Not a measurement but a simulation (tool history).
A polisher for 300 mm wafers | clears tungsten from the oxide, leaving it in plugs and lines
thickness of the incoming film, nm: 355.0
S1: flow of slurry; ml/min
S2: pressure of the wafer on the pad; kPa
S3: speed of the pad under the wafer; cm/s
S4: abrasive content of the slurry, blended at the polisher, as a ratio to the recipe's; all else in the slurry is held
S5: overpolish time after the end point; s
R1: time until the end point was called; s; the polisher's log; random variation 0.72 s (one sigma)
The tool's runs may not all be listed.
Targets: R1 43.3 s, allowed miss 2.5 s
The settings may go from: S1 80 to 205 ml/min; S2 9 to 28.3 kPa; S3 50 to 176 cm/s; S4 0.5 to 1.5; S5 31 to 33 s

run	day	S1	S2	S3	S4	S5	R1
1	0	135	18.6	112	1	31	82.15
2	0.254	110	18.6	112	1	31	86.368
3	0.592	125	18.6	112	1	31	83.054
4	0.638	125	18.6	112	1	31	85.156
5	0.912	125	20	114	1	31	79.698
6	1.029	125	21.4	120	1	31	71.631
7	1.171	125	22.1	124	1	31	65.558
8	1.442	125	22.8	126	1	31	64.053
9	1.475	125	23.4	128	1	31	58.744
10	1.804	125	24.1	130	1	31	56.884
11	1.938	125	24.8	132	1	31	56.298

5 next moves are on the table. One of them brings every result within its allowed miss. Which?
A	2.071	125	22.1	112	0.9	31	?
B	2.071	195	28.3	170	0.85	31	?
C	2.071	125	24.8	166	1.25	33	?
D	2.071	125	24.1	88	1	33	?
E	2.071	130	24.8	140	1	31	?

move	R1
A	73.366
B	36.812
C	42.886
D	81.815
E	51.96
A: further off than the last run
B: takes the result that was furthest off past its target
C: meets every target
D: further off than the last run
E: nearer than the last run, and not there yet
Answer: C
